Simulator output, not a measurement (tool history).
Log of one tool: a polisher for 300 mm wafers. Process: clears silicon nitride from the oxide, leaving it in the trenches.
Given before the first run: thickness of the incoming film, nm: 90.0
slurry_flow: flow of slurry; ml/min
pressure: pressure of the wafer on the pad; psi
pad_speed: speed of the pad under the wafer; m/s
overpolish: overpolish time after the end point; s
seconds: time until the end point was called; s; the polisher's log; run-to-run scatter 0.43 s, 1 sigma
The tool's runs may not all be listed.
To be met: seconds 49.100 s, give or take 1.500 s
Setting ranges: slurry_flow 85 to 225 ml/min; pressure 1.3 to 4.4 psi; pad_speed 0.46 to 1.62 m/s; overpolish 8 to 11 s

run,hour,slurry_flow,pressure,pad_speed,overpolish,seconds
1,0.0,145,2.8,1.04,11,88.467
2,6.2,150,3.1,1.04,11,79.639
3,11.8,150,3.1,1.04,11,78.827
4,14.1,155,3.3,1.04,11,75.127
5,19.6,125,3.3,1.04,11,79.517
6,21.9,145,3.3,1.04,11,76.239
7,29.5,145,3.3,1.04,11,75.370
8,35.7,155,3.5,1.04,11,72.407
9,42.3,155,4.3,1.20,11,52.050
10,43.0,160,4.3,1.20,11,52.063
11,51.8,165,4.3,1.20,11,51.103

Next run, 5 choices. One meets every target within its allowed miss, the rest don't. Which?
A,60.6,165,4.2,1.18,11,?
B,60.6,160,4.4,1.24,11,?
C,60.6,150,4.1,1.24,11,?
D,60.6,185,4.3,1.04,8,?
E,60.6,110,4.4,1.18,8,?

move,seconds
A,53.682
B,49.620
C,53.634
D,56.934
E,55.405
A: its largest miss is bigger than the last run's
B: meets every target
C: its largest miss is bigger than the last run's
D: its largest miss is bigger than the last run's
E: its largest miss is bigger than the last run's
Answer: B
